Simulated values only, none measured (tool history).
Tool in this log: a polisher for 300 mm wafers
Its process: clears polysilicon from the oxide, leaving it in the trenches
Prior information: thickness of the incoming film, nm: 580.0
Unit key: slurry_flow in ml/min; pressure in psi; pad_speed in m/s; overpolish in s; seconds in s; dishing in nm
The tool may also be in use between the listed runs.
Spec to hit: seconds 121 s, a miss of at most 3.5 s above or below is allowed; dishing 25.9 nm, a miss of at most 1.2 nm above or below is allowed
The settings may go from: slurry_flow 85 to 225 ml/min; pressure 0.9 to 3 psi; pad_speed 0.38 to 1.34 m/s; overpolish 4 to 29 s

run  hour  slurry_flow  pressure  pad_speed  overpolish  seconds  dishing
  1     0          145       1.9       0.86          15   59.381   41.773
  2   8.1          140       1.6       0.82          11   74.324   37.033
  3  14.5          140       1.6       1.04          11   58.984   39.446
  4  17.6          140       2.1       1.04          11   45.651   41.069
  5  25.2          140       2.1       1.04          14   45.076   42.646
  6  32.7          120       1.7       0.94          11   63.294   38.261
  7    38          110       1.5       0.84           9   79.887     32.5
  8  44.9          105       1.3       0.82           7   94.124   25.697
  9  48.4          100       1.2        0.8           9    106.8   27.446
 10  57.4           90       0.9        0.8           5   140.97   15.139
 11  66.3          115         1       0.76           6   128.29   18.941
 12  67.1          115       1.1       0.74           7    120.1   22.029
 13  69.9          115       1.1       0.72           8   125.41    22.91

Which of these 4 next moves meets every target?
  A  72.7          145       1.1       0.72           9        ?        ?
  B  72.7          125       1.3       0.62          11        ?        ?
  C  72.7           95       1.5       0.54           7        ?        ?
  D  72.7          100       1.1       0.68          10        ?        ?

move  seconds  dishing
   A   119.09   26.393
   B   119.69   29.534
   C   124.12   21.807
   D   132.93   26.319
A: each result inside its tolerance
B: the result that was furthest off in the last run now lies on the other side of its target
C: the biggest miss grows against the last run
D: brings the last run's worst result on target, with another outside its allowed miss
Go with A: it meets all targets.

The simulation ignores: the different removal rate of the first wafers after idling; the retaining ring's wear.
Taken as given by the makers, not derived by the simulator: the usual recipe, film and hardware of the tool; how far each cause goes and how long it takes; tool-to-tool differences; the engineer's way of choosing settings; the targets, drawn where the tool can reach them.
